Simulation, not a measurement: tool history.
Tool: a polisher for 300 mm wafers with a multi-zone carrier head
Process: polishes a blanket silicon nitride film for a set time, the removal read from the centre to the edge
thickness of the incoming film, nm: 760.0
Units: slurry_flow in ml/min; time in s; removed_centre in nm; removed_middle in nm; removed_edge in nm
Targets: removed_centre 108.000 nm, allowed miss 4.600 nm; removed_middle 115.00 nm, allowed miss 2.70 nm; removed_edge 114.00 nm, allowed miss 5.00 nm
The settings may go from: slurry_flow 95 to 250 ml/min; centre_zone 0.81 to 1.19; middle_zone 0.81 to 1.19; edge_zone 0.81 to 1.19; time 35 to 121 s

Run 1, day 0.000: slurry_flow 160 ml/min, centre_zone 1.00, middle_zone 1.00, edge_zone 1.00, time 78 s. Result: removed_centre 139.830 nm, removed_middle 137.73 nm, removed_edge 131.30 nm.
Run 2, day 0.075: slurry_flow 155 ml/min, centre_zone 0.98, middle_zone 0.98, edge_zone 0.98, time 77 s. Result: removed_centre 130.570 nm, removed_middle 134.30 nm, removed_edge 131.37 nm.
Run 3, day 0.312: slurry_flow 155 ml/min, centre_zone 0.98, middle_zone 0.98, edge_zone 1.05, time 77 s. Result: removed_centre 132.300 nm, removed_middle 131.52 nm, removed_edge 136.03 nm.
Run 4, day 0.612: slurry_flow 155 ml/min, centre_zone 0.98, middle_zone 0.98, edge_zone 1.05, time 93 s. Result: removed_centre 161.610 nm, removed_middle 158.60 nm, removed_edge 166.86 nm.
Run 5, day 0.854: slurry_flow 155 ml/min, centre_zone 0.98, middle_zone 1.06, edge_zone 1.05, time 93 s. Result: removed_centre 164.760 nm, removed_middle 169.54 nm, removed_edge 162.67 nm.
Run 6, day 0.929: slurry_flow 155 ml/min, centre_zone 0.98, middle_zone 1.15, edge_zone 1.05, time 93 s. Result: removed_centre 158.850 nm, removed_middle 182.26 nm, removed_edge 163.87 nm.
Run 7, day 1.242: slurry_flow 110 ml/min, centre_zone 0.88, middle_zone 1.05, edge_zone 0.95, time 71 s. Result: removed_centre 100.850 nm, removed_middle 117.89 nm, removed_edge 111.98 nm.
Run 8, day 1.458: slurry_flow 110 ml/min, centre_zone 0.89, middle_zone 1.04, edge_zone 0.95, time 71 s. Result: removed_centre 98.456 nm, removed_middle 117.21 nm, removed_edge 113.70 nm.

Which of these 5 next moves meets every target?
Run A, day 1.675: slurry_flow 145 ml/min, centre_zone 0.97, middle_zone 1.04, edge_zone 0.90, time 65 s. Result: removed_centre ?, removed_middle ?, removed_edge ?.
Run B, day 1.675: slurry_flow 160 ml/min, centre_zone 1.04, middle_zone 1.08, edge_zone 0.89, time 64 s. Result: removed_centre ?, removed_middle ?, removed_edge ?.
Run C, day 1.675: slurry_flow 125 ml/min, centre_zone 0.90, middle_zone 1.05, edge_zone 0.98, time 63 s. Result: removed_centre ?, removed_middle ?, removed_edge ?.
Run D, day 1.675: slurry_flow 120 ml/min, centre_zone 0.93, middle_zone 0.99, edge_zone 0.97, time 70 s. Result: removed_centre ?, removed_middle ?, removed_edge ?.
Run E, day 1.675: slurry_flow 120 ml/min, centre_zone 0.90, middle_zone 1.02, edge_zone 0.94, time 66 s. Result: removed_centre ?, removed_middle ?, removed_edge ?.

move  removed_centre  removed_middle  removed_edge
   A         109.930          115.11        105.04
   B         118.870          119.13        104.40
   C          94.840          108.44        103.26
   D         107.510          113.84        113.37
   E          98.088          109.86        105.28
A: brings the result that was furthest off to its target, and leaves another outside
B: takes the result that was furthest off past its target
C: further off than the last run
D: meets every target
E: as far off as the last run
Move D is the one to make.
